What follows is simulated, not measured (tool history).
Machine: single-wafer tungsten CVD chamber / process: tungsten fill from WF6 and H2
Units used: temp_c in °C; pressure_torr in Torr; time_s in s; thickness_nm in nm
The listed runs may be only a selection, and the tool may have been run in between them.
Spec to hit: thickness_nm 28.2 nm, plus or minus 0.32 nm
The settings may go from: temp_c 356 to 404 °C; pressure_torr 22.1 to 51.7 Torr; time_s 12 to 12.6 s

run,hour,temp_c,pressure_torr,time_s,thickness_nm
1,0,380,36.9,12.6,26.567
2,7.6,380,31.3,12.6,24.459
3,16.6,380,37.1,12.6,26.492
4,23.3,380,37.1,12,25.271
5,26,369,37.1,12,19.54
6,32,369,37.1,12.6,20.524
7,34.7,381,37.3,12.6,27.213
8,43.6,382,37.3,12.6,27.846

Exercise: of the 4 proposed moves below, exactly one satisfies all targets within the stated allowed misses. Which move is it?
A,52.5,382,41.4,12.4,?
B,52.5,384,38.8,12,?
C,52.5,382,40.4,12.6,?
D,52.5,383,39.1,12.6,?

move,thickness_nm
A,28.854
B,28.322
C,28.985
D,29.191
A: the result that was furthest off in the last run now lies on the other side of its target
B: every result lands within tolerance
C: the result that was furthest off in the last run now lies on the other side of its target
D: the result that was furthest off in the last run now lies on the other side of its target
Go with B: it meets all targets.
